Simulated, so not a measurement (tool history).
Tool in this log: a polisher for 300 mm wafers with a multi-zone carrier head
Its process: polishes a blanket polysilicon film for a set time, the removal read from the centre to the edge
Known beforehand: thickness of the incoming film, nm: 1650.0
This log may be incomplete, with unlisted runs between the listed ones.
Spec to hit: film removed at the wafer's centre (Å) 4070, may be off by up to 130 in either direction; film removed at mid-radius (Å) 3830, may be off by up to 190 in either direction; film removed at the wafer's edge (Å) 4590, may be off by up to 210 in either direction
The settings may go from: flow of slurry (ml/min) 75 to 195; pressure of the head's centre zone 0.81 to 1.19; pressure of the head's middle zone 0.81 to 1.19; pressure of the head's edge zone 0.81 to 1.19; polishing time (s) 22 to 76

run	day	flow of slurry (ml/min)	pressure of the head's centre zone	pressure of the head's middle zone	pressure of the head's edge zone	polishing time (s)	film removed at the wafer's centre (Å)	film removed at mid-radius (Å)	film removed at the wafer's edge (Å)
1	0	125	1	1	1	49	3575.1	3539.1	3472.5
2	0.3	100	1	1	1	49	3290.2	3247.8	3416.6
3	0.612	120	1	1	1	49	3513.1	3505.3	3578.2
4	0.933	125	0.99	0.98	1.04	50	3602.5	3564.4	3570.3
5	1.225	115	0.98	0.96	1.04	53	3657.1	3593.8	3846.9
6	1.496	115	0.97	0.94	1.05	54	3686.8	3653	3895.2
7	1.646	110	0.97	0.92	1.06	56	3718.4	3614.5	4068.5
8	1.942	110	0.97	0.91	1.07	57	3902.1	3609.2	4170.4
9	2.025	110	0.96	0.91	1.08	58	3927.9	3627.5	4219.9

Exercise: of the 4 proposed moves below, exactly one satisfies all targets within the stated allowed misses. Which move is it?
A	2.108	90	0.94	0.98	1.08	59	?	?	?
B	2.108	95	0.81	0.86	1.08	71	?	?	?
C	2.108	170	1.01	0.98	1.04	55	?	?	?
D	2.108	95	0.94	0.87	1.07	64	?	?	?

move	film removed at the wafer's centre (Å)	film removed at mid-radius (Å)	film removed at the wafer's edge (Å)
A	3624.2	3793.2	4236.8
B	3816.5	4159.6	5158.4
C	4265.2	4067.2	4272.9
D	3997.9	3782.9	4627.6
A: further off than the last run
B: takes the biggest miss from the last run beyond its target
C: gains on the last run, yet a result remains outside its allowed miss
D: all results in spec
So the answer is move D, the one that meets all the targets.
